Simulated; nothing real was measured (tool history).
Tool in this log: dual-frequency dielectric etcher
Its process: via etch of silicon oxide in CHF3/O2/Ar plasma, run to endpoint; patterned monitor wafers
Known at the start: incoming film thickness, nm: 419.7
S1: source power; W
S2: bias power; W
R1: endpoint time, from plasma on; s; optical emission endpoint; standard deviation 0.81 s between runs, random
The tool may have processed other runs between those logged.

run  hour    S1   S2      R1
  1     0   900  205  188.81
  2   4.5   940  212  182.78
  3   8.7   940  185  191.94
  4  13.7   980  193  185.45
  5  20.4  1010  199  177.77
  6  21.1  1040  201  174.13

Run 7 has not been measured yet. What should we expect?
  7  28.1  1060  203   ?

{"run 7": {"R1": 174.01}}
